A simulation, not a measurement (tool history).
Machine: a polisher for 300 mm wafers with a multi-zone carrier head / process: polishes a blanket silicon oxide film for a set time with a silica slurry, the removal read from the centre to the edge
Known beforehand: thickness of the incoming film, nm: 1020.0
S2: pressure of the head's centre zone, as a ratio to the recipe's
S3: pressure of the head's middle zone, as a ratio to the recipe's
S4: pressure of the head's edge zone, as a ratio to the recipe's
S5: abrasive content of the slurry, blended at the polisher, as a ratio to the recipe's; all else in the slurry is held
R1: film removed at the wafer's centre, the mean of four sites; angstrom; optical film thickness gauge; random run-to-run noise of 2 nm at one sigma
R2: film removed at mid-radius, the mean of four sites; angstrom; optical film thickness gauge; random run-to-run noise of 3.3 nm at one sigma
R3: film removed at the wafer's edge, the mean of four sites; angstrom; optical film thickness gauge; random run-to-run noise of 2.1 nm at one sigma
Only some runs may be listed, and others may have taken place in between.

{"run": 1, "hour": 0.0, "flow of slurry (ml/min)": 205, "S2": 1, "S3": 1, "S4": 1, "S5": 1, "polishing time (s)": 55, "R1": 1685.3, "R2": 1762.5, "R3": 1727.7}
{"run": 2, "hour": 7.6, "flow of slurry (ml/min)": 220, "S2": 1.03, "S3": 1.04, "S4": 1.01, "S5": 1.1, "polishing time (s)": 56, "R1": 1875.7, "R2": 1971.8, "R3": 1854.7}
{"run": 3, "hour": 8.9, "flow of slurry (ml/min)": 220, "S2": 1.03, "S3": 1.04, "S4": 1.01, "S5": 1.1, "polishing time (s)": 47, "R1": 1580.5, "R2": 1680.8, "R3": 1577.8}
{"run": 4, "hour": 12.2, "flow of slurry (ml/min)": 235, "S2": 1.05, "S3": 1.07, "S4": 1.03, "S5": 1.2, "polishing time (s)": 50, "R1": 1812.1, "R2": 1865.9, "R3": 1770.5}
{"run": 5, "hour": 17.3, "flow of slurry (ml/min)": 235, "S2": 1.05, "S3": 1.07, "S4": 1.03, "S5": 1.3, "polishing time (s)": 50, "R1": 1847.9, "R2": 1950.8, "R3": 1812.2}
{"run": 6, "hour": 23.5, "flow of slurry (ml/min)": 240, "S2": 1.06, "S3": 1.1, "S4": 1.02, "S5": 1.35, "polishing time (s)": 53, "R1": 2020.7, "R2": 2186.7, "R3": 1913.4}

Forecast run 7:
{"run": 7, "hour": 26.3, "flow of slurry (ml/min)": 245, "S2": 1.07, "S3": 1.12, "S4": 1.03, "S5": 1.4, "polishing time (s)": 56, "R1": "?", "R2": "?", "R3": "?"}

{"run 7": {"R1": 2216.5, "R2": 2335.9, "R3": 2099.9}}
